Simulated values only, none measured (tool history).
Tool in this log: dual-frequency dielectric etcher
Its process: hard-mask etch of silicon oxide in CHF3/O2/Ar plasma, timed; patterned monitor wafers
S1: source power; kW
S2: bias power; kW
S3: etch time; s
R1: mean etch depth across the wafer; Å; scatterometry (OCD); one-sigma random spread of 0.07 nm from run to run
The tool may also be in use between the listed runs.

run  hour     S1     S2    S3      R1
  1   0.0  0.530  0.133  10.5  178.44
  2   3.4  0.530  0.122  10.5  174.74
  3   4.1  0.530  0.122  10.0  164.75
  4  10.9  0.590  0.129  10.0  174.83
  5  12.2  0.630  0.140  10.0  185.26
  6  17.6  0.630  0.156  10.0  191.15
  7  24.7  0.660  0.158  10.0  196.83
  8  32.4  0.680  0.159  10.0  196.74

For run 9, what comes out?
  9  36.1  0.690  0.161  10.0   ?

R1: 200.36 Å

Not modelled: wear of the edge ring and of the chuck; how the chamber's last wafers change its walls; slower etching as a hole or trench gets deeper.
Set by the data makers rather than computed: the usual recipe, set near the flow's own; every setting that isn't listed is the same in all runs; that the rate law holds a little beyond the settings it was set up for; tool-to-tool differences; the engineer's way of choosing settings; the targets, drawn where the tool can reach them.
